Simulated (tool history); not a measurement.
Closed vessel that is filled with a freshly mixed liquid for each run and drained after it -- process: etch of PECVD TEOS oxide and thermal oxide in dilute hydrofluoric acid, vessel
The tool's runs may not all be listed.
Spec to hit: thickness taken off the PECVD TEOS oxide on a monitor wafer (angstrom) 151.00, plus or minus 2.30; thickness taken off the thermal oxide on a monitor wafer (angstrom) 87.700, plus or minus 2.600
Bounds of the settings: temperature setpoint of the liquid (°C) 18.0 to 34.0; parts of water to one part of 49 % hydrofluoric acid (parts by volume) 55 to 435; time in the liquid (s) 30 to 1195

run	hour	temperature setpoint of the liquid (°C)	parts of water to one part of 49 % hydrofluoric acid (parts by volume)	time in the liquid (s)	thickness taken off the PECVD TEOS oxide on a monitor wafer (angstrom)	thickness taken off the thermal oxide on a monitor wafer (angstrom)
1	0.0	26.0	245	610	186.83	108.800
2	0.7	24.0	245	610	174.69	100.980
3	1.2	24.0	245	810	232.19	135.850
4	8.9	24.0	245	715	203.91	118.290
5	11.5	21.5	245	715	187.55	107.190
6	16.3	20.5	255	715	170.85	100.190
7	19.7	20.0	260	715	163.45	94.973
8	21.0	19.5	260	715	161.15	92.928
9	21.7	19.0	260	715	157.20	90.900
10	22.6	18.5	260	715	154.83	89.565

Which single option among these 4 for the next run brings every result within its allowed miss of target? Just one does.
A	23.5	18.0	180	475	?	?
B	23.5	18.5	220	590	?	?
C	23.5	18.0	265	725	?	?
D	23.5	18.0	60	140	?	?

move	thickness taken off the PECVD TEOS oxide on a monitor wafer (angstrom)	thickness taken off the thermal oxide on a monitor wafer (angstrom)
A	156.98	91.997
B	156.68	91.822
C	150.55	88.226
D	157.21	92.130
A: the biggest miss grows against the last run
B: the biggest miss grows against the last run
C: all results in spec
D: the biggest miss grows against the last run
Move C is the one to make.
